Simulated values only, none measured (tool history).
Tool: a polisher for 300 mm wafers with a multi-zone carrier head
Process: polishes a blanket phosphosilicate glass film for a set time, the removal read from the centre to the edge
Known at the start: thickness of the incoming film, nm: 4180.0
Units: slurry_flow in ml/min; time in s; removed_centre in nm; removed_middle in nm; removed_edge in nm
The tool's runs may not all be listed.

run	day	slurry_flow	centre_zone	middle_zone	edge_zone	slurry_solids	time	removed_centre	removed_middle	removed_edge
1	0	185	1	1	1	1	55	480.92	464.64	473.36
2	0.088	185	1	1	0.94	1	55	479.52	454.93	465.91
3	0.35	185	1	1	0.94	0.8	55	445.05	417.78	421.29
4	0.538	185	1.05	1	0.94	0.8	55	458.6	426.09	409.21
5	0.879	185	1.05	1	0.94	0.8	45	378.35	349.84	340.37
6	0.992	185	1.05	1	0.87	0.8	45	376.75	349.69	329.5
7	1.054	190	1.06	1.01	0.89	0.85	45	391.75	355.97	344.76
8	1.15	190	1.06	1.03	0.89	0.9	45	396.53	377.57	353.86
9	1.446	240	1.16	1.11	0.99	1.15	46	508.63	457.44	422.54

Forecast run 10:
10	1.742	255	1.12	1.17	1.09	1.4	47	?	?	?

Run 10 gave removed_centre 541.68 nm, removed_middle 530.69 nm, removed_edge 480.1 nm.
